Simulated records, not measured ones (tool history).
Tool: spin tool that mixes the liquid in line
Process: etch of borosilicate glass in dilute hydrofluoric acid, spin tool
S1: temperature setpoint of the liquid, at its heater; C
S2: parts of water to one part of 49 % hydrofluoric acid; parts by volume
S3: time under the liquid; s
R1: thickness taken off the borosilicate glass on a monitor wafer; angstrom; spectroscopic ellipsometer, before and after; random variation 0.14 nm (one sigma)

Run 1, day 0: S1 22 C, S2 100 parts by volume, S3 45 s. Result: R1 139.37 angstrom.
Run 2, day 0.25: S1 23 C, S2 95 parts by volume, S3 45 s. Result: R1 152.53 angstrom.
Run 3, day 0.533: S1 23 C, S2 125 parts by volume, S3 45 s. Result: R1 110.46 angstrom.
Run 4, day 0.817: S1 24 C, S2 120 parts by volume, S3 45 s. Result: R1 122.59 angstrom.
Run 5, day 1: S1 24.5 C, S2 115 parts by volume, S3 45 s. Result: R1 130.65 angstrom.
Run 6, day 1.362: S1 25 C, S2 110 parts by volume, S3 45 s. Result: R1 141.17 angstrom.
Run 7, day 1.421: S1 25 C, S2 110 parts by volume, S3 45 s. Result: R1 140.74 angstrom.
Run 8, day 1.738: S1 25.5 C, S2 105 parts by volume, S3 45 s. Result: R1 151 angstrom.
Run 9, day 2.042: S1 29.5 C, S2 75 parts by volume, S3 45 s. Result: R1 256.12 angstrom.

What will run 10 give?
Run 10, day 2.183: S1 28.5 C, S2 75 parts by volume, S3 45 s. Result: R1 ?.

Run 10 produced R1 245.59 angstrom.
